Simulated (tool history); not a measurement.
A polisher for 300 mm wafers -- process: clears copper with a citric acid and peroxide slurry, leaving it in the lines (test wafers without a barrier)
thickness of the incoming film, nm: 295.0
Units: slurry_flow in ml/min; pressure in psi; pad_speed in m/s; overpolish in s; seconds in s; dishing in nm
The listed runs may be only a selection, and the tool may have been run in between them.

run  hour  slurry_flow  pressure  pad_speed  slurry_solids  overpolish  seconds  dishing
  1   0.0          150       3.7       1.28           1.00          15   78.035  34.5650
  2   3.3          125       3.7       1.28           1.00          15   79.054  33.0680
  3   7.2          110       3.7       1.28           1.00          15   79.577  31.2850
  4   8.0          110       3.7       1.28           0.85          15   85.739  31.7270
  5   9.5          110       3.7       1.16           0.85          15   93.163  29.5790
  6  11.5          110       3.3       1.14           0.90          13  104.250  25.2870
  7  15.3          110       3.1       1.12           0.90          11  115.200  21.1630
  8  19.0          115       2.4       1.10           0.90           5  146.910   7.5001
  9  26.3          115       2.5       1.06           0.90           6  145.310   9.4774
 10  30.1          115       2.6       1.02           0.90           7  146.910  10.4780

For run 11, what comes out?
 11  36.2          115       2.7       1.00           0.90           7        ?        ?

seconds: 142.910 s
dishing: 11.0900 nm
